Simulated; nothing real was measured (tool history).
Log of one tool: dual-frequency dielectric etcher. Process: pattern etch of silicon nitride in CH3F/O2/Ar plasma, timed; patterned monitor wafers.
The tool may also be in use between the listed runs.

run,day,source power (kW),bias power (kW),etch time (s),mean etch depth across the wafer (Å)
1,0.000,0.480,0.075,37,267.80
2,0.025,0.440,0.075,37,257.17
3,0.138,0.410,0.074,37,251.13
4,0.425,0.410,0.066,37,238.52
# day 0.496: source power generator calibrated
5,0.496,0.490,0.066,37,258.62
6,0.588,0.410,0.066,37,239.02

Estimate the outcome of run 7 from the log above:
7,0.812,0.400,0.066,37,?

{"run 7": {"mean etch depth across the wafer (Å)": 238.63}}

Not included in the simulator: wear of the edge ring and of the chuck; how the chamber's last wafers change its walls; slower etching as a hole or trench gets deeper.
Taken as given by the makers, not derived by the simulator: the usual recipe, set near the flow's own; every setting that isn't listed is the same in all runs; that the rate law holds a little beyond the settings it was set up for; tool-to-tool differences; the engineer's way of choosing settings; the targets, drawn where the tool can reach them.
